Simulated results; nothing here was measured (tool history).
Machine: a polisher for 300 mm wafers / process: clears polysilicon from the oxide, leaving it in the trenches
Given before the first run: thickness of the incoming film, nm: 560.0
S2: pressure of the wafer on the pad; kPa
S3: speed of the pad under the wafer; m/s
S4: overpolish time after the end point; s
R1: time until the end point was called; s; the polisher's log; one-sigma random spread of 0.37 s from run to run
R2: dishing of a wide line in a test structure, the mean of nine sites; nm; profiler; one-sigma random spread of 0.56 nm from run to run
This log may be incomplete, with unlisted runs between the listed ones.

run 1 hour=0 | flow_of_slurry_(ml/min)=195 S2=17.2 S3=1.2 S4=11 | R1=37.615 R2=41.328
run 2 hour=4.3 | flow_of_slurry_(ml/min)=195 S2=18.6 S3=1.2 S4=11 | R1=35.838 R2=40.551
run 3 hour=6.4 | flow_of_slurry_(ml/min)=195 S2=20.7 S3=1.26 S4=12 | R1=31.548 R2=41.782
run 4 hour=11.1 | flow_of_slurry_(ml/min)=145 S2=20.7 S3=1.26 S4=12 | R1=31.745 R2=42.176
run 5 hour=14.9 | flow_of_slurry_(ml/min)=145 S2=22.1 S3=1.32 S4=11 | R1=29.409 R2=40.719
run 6 hour=18.4 | flow_of_slurry_(ml/min)=145 S2=22.1 S3=1.32 S4=6 | R1=28.717 R2=38.929

The next listed run, before its measurement:
run 7 hour=25.1 | flow_of_slurry_(ml/min)=145 S2=23.4 S3=1.36 S4=7 | R1=? R2=?

{"run 7": {"R1": 27.549, "R2": 40.567}}
